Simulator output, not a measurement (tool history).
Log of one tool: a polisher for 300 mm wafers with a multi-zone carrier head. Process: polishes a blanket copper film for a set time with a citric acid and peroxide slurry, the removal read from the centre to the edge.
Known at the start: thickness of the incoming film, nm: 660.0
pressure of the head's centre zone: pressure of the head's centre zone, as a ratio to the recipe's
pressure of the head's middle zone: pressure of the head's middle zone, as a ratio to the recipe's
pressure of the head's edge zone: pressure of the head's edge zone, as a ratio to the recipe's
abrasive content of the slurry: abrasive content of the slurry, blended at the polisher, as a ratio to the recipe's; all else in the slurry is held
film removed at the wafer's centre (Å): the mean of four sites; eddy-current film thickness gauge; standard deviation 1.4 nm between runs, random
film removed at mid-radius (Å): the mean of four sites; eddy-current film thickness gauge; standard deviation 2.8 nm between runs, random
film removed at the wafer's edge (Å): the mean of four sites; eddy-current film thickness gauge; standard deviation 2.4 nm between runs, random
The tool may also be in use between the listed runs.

run	hour	flow of slurry (ml/min)	pressure of the head's centre zone	pressure of the head's middle zone	pressure of the head's edge zone	abrasive content of the slurry	polishing time (s)	film removed at the wafer's centre (Å)	film removed at mid-radius (Å)	film removed at the wafer's edge (Å)
1	0.0	155	1.00	1.00	1.00	1.00	76	1723.8	1779.9	1753.4
2	3.1	155	0.94	1.00	1.00	1.00	76	1601.4	1751.6	1742.0
3	10.7	165	0.95	1.02	1.02	1.00	76	1654.3	1829.8	1788.3
4	19.4	175	0.96	1.04	1.03	1.00	76	1695.5	1850.9	1802.0
5	20.8	180	0.96	1.06	1.03	1.05	76	1690.4	1949.9	1822.5
6	26.8	185	0.97	1.07	1.04	1.10	76	1733.2	1976.5	1862.7

Estimate the outcome of run 7 from the log above:
7	28.5	190	0.98	1.08	1.04	1.15	76	?	?	?

film removed at the wafer's centre (Å): 1787.2
film removed at mid-radius (Å): 2028.0
film removed at the wafer's edge (Å): 1844.1
